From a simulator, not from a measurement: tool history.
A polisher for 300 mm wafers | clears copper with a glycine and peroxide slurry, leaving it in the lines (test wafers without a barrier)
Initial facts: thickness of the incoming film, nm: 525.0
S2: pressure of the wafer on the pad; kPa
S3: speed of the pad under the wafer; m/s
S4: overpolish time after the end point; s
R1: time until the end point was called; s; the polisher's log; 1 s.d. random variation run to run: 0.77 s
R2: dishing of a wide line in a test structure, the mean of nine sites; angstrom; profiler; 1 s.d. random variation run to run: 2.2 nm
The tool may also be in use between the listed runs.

{"run": 1, "day": 0.0, "flow of slurry (ml/min)": 140, "S2": 17.2, "S3": 1.22, "S4": 19, "R1": 120.72, "R2": 572.47}
{"run": 2, "day": 0.154, "flow of slurry (ml/min)": 140, "S2": 17.2, "S3": 1.1, "S4": 19, "R1": 130.64, "R2": 534.26}
{"run": 3, "day": 0.458, "flow of slurry (ml/min)": 140, "S2": 17.2, "S3": 0.82, "S4": 19, "R1": 166.4, "R2": 472.96}
{"run": 4, "day": 0.771, "flow of slurry (ml/min)": 140, "S2": 17.2, "S3": 0.6, "S4": 19, "R1": 204.43, "R2": 377.94}
{"run": 5, "day": 0.867, "flow of slurry (ml/min)": 145, "S2": 18.6, "S3": 0.72, "S4": 19, "R1": 172.78, "R2": 441.62}
{"run": 6, "day": 1.117, "flow of slurry (ml/min)": 145, "S2": 18.6, "S3": 0.54, "S4": 19, "R1": 214.44, "R2": 368.27}
{"run": 7, "day": 1.238, "flow of slurry (ml/min)": 145, "S2": 20, "S3": 0.7, "S4": 19, "R1": 165.94, "R2": 450.35}
{"run": 8, "day": 1.567, "flow of slurry (ml/min)": 145, "S2": 21.4, "S3": 0.82, "S4": 20, "R1": 139.71, "R2": 548.93}
{"run": 9, "day": 1.846, "flow of slurry (ml/min)": 145, "S2": 22.1, "S3": 0.92, "S4": 20, "R1": 124.57, "R2": 603.37}
{"run": 10, "day": 2.058, "flow of slurry (ml/min)": 145, "S2": 22.8, "S3": 1, "S4": 20, "R1": 113.53, "R2": 663.57}
{"run": 11, "day": 2.321, "flow of slurry (ml/min)": 145, "S2": 23.4, "S3": 1.08, "S4": 20, "R1": 101.77, "R2": 672.99}
{"run": 12, "day": 2.562, "flow of slurry (ml/min)": 145, "S2": 23.4, "S3": 1.08, "S4": 20, "R1": 101.18, "R2": 692.81}

Run 13 has not been measured yet. What should we expect?
{"run": 13, "day": 2.592, "flow of slurry (ml/min)": 145, "S2": 24.1, "S3": 1.14, "S4": 20, "R1": "?", "R2": "?"}

Run 13 produced R1 96.661 s, R2 744.57 angstrom.
